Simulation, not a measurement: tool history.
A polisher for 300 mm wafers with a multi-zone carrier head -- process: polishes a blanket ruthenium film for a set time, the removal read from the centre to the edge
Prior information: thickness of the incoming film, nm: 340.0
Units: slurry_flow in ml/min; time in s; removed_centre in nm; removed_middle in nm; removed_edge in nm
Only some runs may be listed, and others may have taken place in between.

Run 1, hour 0: slurry_flow 320 ml/min, centre_zone 1, middle_zone 1, edge_zone 1, time 34 s. Result: removed_centre 59.367 nm, removed_middle 59.451 nm, removed_edge 58.56 nm.
Run 2, hour 1.1: slurry_flow 320 ml/min, centre_zone 1, middle_zone 1, edge_zone 1.06, time 34 s. Result: removed_centre 60.279 nm, removed_middle 57.17 nm, removed_edge 60.288 nm.
Run 3, hour 7.9: slurry_flow 320 ml/min, centre_zone 1.05, middle_zone 1, edge_zone 1.06, time 34 s. Result: removed_centre 61.818 nm, removed_middle 59.354 nm, removed_edge 59.755 nm.
Run 4, hour 12.7: slurry_flow 320 ml/min, centre_zone 1.05, middle_zone 1.07, edge_zone 1.06, time 34 s. Result: removed_centre 61.739 nm, removed_middle 61.768 nm, removed_edge 59.634 nm.
Run 5, hour 20.1: slurry_flow 320 ml/min, centre_zone 1.05, middle_zone 1.04, edge_zone 1.06, time 34 s. Result: removed_centre 61.796 nm, removed_middle 60.564 nm, removed_edge 61.227 nm.
Run 6, hour 24.1: slurry_flow 325 ml/min, centre_zone 1.08, middle_zone 1.07, edge_zone 1.06, time 35 s. Result: removed_centre 66.094 nm, removed_middle 64.872 nm, removed_edge 62.348 nm.
Run 7, hour 30.1: slurry_flow 325 ml/min, centre_zone 1.08, middle_zone 1.07, edge_zone 1.06, time 35 s. Result: removed_centre 65.608 nm, removed_middle 63.838 nm, removed_edge 61.597 nm.
Run 8, hour 38.6: slurry_flow 325 ml/min, centre_zone 1.08, middle_zone 1.09, edge_zone 1.07, time 36 s. Result: removed_centre 67.245 nm, removed_middle 66.014 nm, removed_edge 63.871 nm.
Run 9, hour 45.1: slurry_flow 330 ml/min, centre_zone 1.08, middle_zone 1.11, edge_zone 1.07, time 37 s. Result: removed_centre 69.213 nm, removed_middle 71.207 nm, removed_edge 66.232 nm.
Run 10, hour 53.6: slurry_flow 335 ml/min, centre_zone 1.09, middle_zone 1.12, edge_zone 1.08, time 37 s. Result: removed_centre 70.276 nm, removed_middle 70.842 nm, removed_edge 66.687 nm.
Run 11, hour 57.1: slurry_flow 340 ml/min, centre_zone 1.1, middle_zone 1.13, edge_zone 1.09, time 37 s. Result: removed_centre 70.937 nm, removed_middle 70.346 nm, removed_edge 67.01 nm.

Run 12 is up next; what results do you expect?
Run 12, hour 65.9: slurry_flow 340 ml/min, centre_zone 1.1, middle_zone 1.14, edge_zone 1.09, time 37 s. Result: removed_centre ?, removed_middle ?, removed_edge ?.

removed_centre: 71.815 nm
removed_middle: 73.009 nm
removed_edge: 66.236 nm
